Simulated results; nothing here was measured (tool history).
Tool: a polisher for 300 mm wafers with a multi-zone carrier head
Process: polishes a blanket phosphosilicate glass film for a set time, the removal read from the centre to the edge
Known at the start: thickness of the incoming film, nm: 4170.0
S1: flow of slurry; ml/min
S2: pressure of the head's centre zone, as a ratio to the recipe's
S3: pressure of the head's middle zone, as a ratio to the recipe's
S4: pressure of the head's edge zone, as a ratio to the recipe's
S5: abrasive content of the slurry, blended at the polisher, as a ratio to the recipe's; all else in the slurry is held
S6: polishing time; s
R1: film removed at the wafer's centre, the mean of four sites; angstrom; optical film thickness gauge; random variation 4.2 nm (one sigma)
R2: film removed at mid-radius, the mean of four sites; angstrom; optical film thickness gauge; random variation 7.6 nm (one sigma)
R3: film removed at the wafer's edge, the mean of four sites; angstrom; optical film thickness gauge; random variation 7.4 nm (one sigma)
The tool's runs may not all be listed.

Run 1, day 0.000: S1 185 ml/min, S2 1.00, S3 1.00, S4 1.00, S5 1.00, S6 53 s. Result: R1 6790.3 angstrom, R2 6626.5 angstrom, R3 6883.7 angstrom.
Run 2, day 0.046: S1 185 ml/min, S2 1.00, S3 0.99, S4 0.97, S5 0.95, S6 53 s. Result: R1 6621.5 angstrom, R2 6524.5 angstrom, R3 6556.0 angstrom.
Run 3, day 0.217: S1 180 ml/min, S2 1.00, S3 0.96, S4 0.95, S5 0.90, S6 53 s. Result: R1 6523.4 angstrom, R2 6176.7 angstrom, R3 6404.0 angstrom.
Run 4, day 0.367: S1 175 ml/min, S2 1.00, S3 0.95, S4 0.93, S5 0.85, S6 53 s. Result: R1 6328.9 angstrom, R2 6072.4 angstrom, R3 6239.5 angstrom.
Run 5, day 0.712: S1 175 ml/min, S2 1.01, S3 0.94, S4 0.92, S5 0.80, S6 53 s. Result: R1 6321.6 angstrom, R2 5771.4 angstrom, R3 6001.8 angstrom.
Run 6, day 1.083: S1 170 ml/min, S2 1.01, S3 0.94, S4 0.91, S5 0.75, S6 53 s. Result: R1 6061.8 angstrom, R2 5578.1 angstrom, R3 5704.2 angstrom.

The next listed run, before its measurement:
Run 7, day 1.396: S1 165 ml/min, S2 1.01, S3 0.94, S4 0.91, S5 0.75, S6 53 s. Result: R1 ?, R2 ?, R3 ?.

R1: 5900.3 angstrom
R2: 5732.7 angstrom
R3: 5767.7 angstrom

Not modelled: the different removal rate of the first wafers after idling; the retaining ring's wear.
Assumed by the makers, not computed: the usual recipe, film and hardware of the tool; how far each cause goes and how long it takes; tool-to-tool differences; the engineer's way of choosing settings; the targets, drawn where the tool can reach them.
